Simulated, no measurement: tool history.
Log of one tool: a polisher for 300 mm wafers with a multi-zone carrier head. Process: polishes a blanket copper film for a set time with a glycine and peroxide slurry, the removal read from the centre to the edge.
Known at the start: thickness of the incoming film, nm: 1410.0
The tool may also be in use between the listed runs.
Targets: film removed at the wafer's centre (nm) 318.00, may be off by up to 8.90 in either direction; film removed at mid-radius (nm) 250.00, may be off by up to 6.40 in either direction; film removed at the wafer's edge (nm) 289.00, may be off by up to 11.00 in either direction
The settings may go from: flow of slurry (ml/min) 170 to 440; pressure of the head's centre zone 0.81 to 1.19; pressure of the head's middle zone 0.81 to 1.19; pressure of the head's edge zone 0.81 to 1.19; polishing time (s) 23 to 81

run  hour  flow of slurry (ml/min)  pressure of the head's centre zone  pressure of the head's middle zone  pressure of the head's edge zone  polishing time (s)  film removed at the wafer's centre (nm)  film removed at mid-radius (nm)  film removed at the wafer's edge (nm)
  1   0.0                      280                                1.00                                1.00                              1.00                  52                                   443.46                           432.40                                 449.21
  2   1.4                      280                                1.00                                1.00                              1.00                  61                                   517.56                           510.76                                 526.12
  3   4.0                      280                                1.00                                0.93                              1.00                  61                                   505.97                           480.35                                 527.74
  4  12.6                      280                                1.01                                0.92                              0.99                  57                                   494.80                           439.33                                 490.08
  5  16.7                      280                                1.00                                0.91                              0.97                  54                                   456.64                           416.74                                 467.10
  6  23.1                      280                                1.05                                0.91                              0.97                  54                                   469.56                           420.02                                 462.21
  7  31.6                      280                                1.06                                0.90                              0.96                  51                                   458.48                           395.35                                 443.34
  8  37.8                      280                                1.06                                0.89                              0.95                  48                                   427.95                           361.75                                 400.17
  9  40.8                      275                                1.06                                0.88                              0.94                  46                                   408.30                           349.61                                 384.89
 10  44.0                      280                                1.06                                0.87                              0.94                  44                                   389.24                           327.01                                 363.33
 11  52.4                      285                                1.06                                0.86                              0.94                  43                                   380.78                           316.31                                 363.77
 12  55.3                      285                                1.06                                0.86                              0.94                  43                                   390.57                           314.60                                 359.66
 13  63.7                      240                                1.04                                0.81                              0.86                  32                                   272.54                           218.84                                 255.46
 14  66.7                      255                                1.04                                0.81                              0.87                  32                                   274.35                           217.99                                 254.78
 15  73.4                      265                                1.04                                0.82                              0.88                  32                                   276.72                           228.06                                 264.10
 16  74.4                      275                                1.05                                0.82                              0.89                  32                                   281.70                           226.99                                 262.63
 17  77.4                      280                                1.06                                0.82                              0.90                  32                                   288.84                           222.84                                 267.88
 18  85.1                      285                                1.06                                0.83                              0.91                  32                                   283.12                           230.76                                 258.94

Pick the move, out of 4, that brings all results within their allowed miss; only one does.
  A  92.8                      270                                0.94                                0.82                              0.90                  30                                        ?                                ?                                      ?
  B  92.8                      255                                1.18                                0.93                              0.81                  33                                        ?                                ?                                      ?
  C  92.8                      280                                1.04                                0.81                              0.85                  36                                        ?                                ?                                      ?
  D  92.8                      370                                1.13                                0.81                              0.91                  33                                        ?                                ?                                      ?

move  film removed at the wafer's centre (nm)  film removed at mid-radius (nm)  film removed at the wafer's edge (nm)
   A                                   236.89                           212.13                                 250.92
   B                                   322.39                           255.94                                 261.52
   C                                   314.87                           253.07                                 294.39
   D                                   322.34                           238.25                                 284.22
A: moves away from the targets compared with the last run
B: the furthest-off result lands on target, but another misses its tolerance
C: hits every target within its allowed miss
D: the furthest-off result lands on target, but another misses its tolerance
C meets every target.

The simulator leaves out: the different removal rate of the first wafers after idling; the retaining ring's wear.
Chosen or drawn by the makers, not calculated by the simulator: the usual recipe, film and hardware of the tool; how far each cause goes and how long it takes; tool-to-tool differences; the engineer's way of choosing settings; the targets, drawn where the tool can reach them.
